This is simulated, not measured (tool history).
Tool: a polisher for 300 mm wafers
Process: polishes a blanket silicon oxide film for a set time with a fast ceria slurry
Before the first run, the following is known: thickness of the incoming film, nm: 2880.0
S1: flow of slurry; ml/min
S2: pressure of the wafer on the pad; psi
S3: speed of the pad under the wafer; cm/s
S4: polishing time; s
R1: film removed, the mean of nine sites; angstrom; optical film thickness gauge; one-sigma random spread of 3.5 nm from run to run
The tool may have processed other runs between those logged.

Run 1, hour 0: S1 275 ml/min, S2 2.2 psi, S3 130 cm/s, S4 36 s. Result: R1 7019.6 angstrom.
Run 2, hour 6.5: S1 275 ml/min, S2 1.9 psi, S3 130 cm/s, S4 36 s. Result: R1 5921.5 angstrom.
Run 3, hour 9.4: S1 275 ml/min, S2 1.8 psi, S3 130 cm/s, S4 36 s. Result: R1 5678.3 angstrom.
Run 4, hour 11.1: S1 275 ml/min, S2 2.1 psi, S3 130 cm/s, S4 36 s. Result: R1 6642.3 angstrom.
Run 5, hour 15.9: S1 275 ml/min, S2 1.9 psi, S3 130 cm/s, S4 36 s. Result: R1 5916.4 angstrom.
Run 6, hour 24.7: S1 310 ml/min, S2 1.9 psi, S3 130 cm/s, S4 36 s. Result: R1 6110.7 angstrom.
Run 7, hour 31.3: S1 295 ml/min, S2 1.8 psi, S3 130 cm/s, S4 36 s. Result: R1 5682 angstrom.
Run 8, hour 38.1: S1 290 ml/min, S2 1.7 psi, S3 130 cm/s, S4 36 s. Result: R1 5457.7 angstrom.
Run 9, hour 39.7: S1 285 ml/min, S2 1.1 psi, S3 130 cm/s, S4 36 s. Result: R1 3586.6 angstrom.

Estimate the outcome of run 10 from the log above:
Run 10, hour 41.9: S1 305 ml/min, S2 1.2 psi, S3 130 cm/s, S4 36 s. Result: R1 ?.

Run 10 gave R1 3889.3 angstrom.
